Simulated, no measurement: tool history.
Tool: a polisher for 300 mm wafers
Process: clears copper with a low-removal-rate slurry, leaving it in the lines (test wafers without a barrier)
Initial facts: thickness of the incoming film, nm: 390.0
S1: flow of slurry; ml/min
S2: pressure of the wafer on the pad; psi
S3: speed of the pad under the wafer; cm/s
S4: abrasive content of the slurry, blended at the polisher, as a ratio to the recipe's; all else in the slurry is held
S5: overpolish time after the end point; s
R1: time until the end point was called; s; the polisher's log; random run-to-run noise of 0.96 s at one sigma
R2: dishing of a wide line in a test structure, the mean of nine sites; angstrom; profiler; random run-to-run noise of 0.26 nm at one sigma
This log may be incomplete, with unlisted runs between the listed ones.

{"run": 1, "day": 0.0, "S1": 175, "S2": 3.4, "S3": 122, "S4": 1, "S5": 19, "R1": 84.092, "R2": 560.33}
{"run": 2, "day": 0.146, "S1": 180, "S2": 3.1, "S3": 130, "S4": 1, "S5": 17, "R1": 83.57, "R2": 493.36}
{"run": 3, "day": 0.246, "S1": 200, "S2": 3.1, "S3": 130, "S4": 1, "S5": 17, "R1": 82.206, "R2": 506.3}
{"run": 4, "day": 0.496, "S1": 185, "S2": 2.9, "S3": 138, "S4": 1.05, "S5": 15, "R1": 79.898, "R2": 456.88}
{"run": 5, "day": 0.571, "S1": 185, "S2": 2.4, "S3": 138, "S4": 1.05, "S5": 15, "R1": 98.953, "R2": 388.97}
{"run": 6, "day": 0.654, "S1": 155, "S2": 2.4, "S3": 138, "S4": 1.05, "S5": 15, "R1": 102.08, "R2": 391.37}
{"run": 7, "day": 0.717, "S1": 170, "S2": 2.3, "S3": 142, "S4": 1.1, "S5": 14, "R1": 97.924, "R2": 373.08}

Run 8, settings as shown, results not yet in. Your forecast:
{"run": 8, "day": 0.817, "S1": 185, "S2": 2.2, "S3": 146, "S4": 1.15, "S5": 13, "R1": "?", "R2": "?"}

R1: 97.578 s
R2: 346.09 angstrom
